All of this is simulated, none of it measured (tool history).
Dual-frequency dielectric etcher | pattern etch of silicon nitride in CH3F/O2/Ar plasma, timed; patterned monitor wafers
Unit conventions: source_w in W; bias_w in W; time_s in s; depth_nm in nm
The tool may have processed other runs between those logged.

Run 1, day 0: source_w 360 W, bias_w 95 W, time_s 25.5 s. Result: depth_nm 18.216 nm.
Run 2, day 0.104: source_w 360 W, bias_w 102 W, time_s 25.5 s. Result: depth_nm 18.876 nm.
Run 3, day 0.425: source_w 360 W, bias_w 116 W, time_s 25.5 s. Result: depth_nm 19.927 nm.
Run 4, day 0.654: source_w 360 W, bias_w 116 W, time_s 25.5 s. Result: depth_nm 19.961 nm.
Run 5, day 0.771: source_w 360 W, bias_w 116 W, time_s 25.5 s. Result: depth_nm 19.807 nm.
Run 6, day 1.033: source_w 360 W, bias_w 116 W, time_s 23.5 s. Result: depth_nm 18.357 nm.
Run 7, day 1.258: source_w 350 W, bias_w 115 W, time_s 23.5 s. Result: depth_nm 18.119 nm.

Run 8 comes next. What will it give?
Run 8, day 1.412: source_w 340 W, bias_w 114 W, time_s 23.5 s. Result: depth_nm ?.

{"run 8": {"depth_nm": 17.942}}
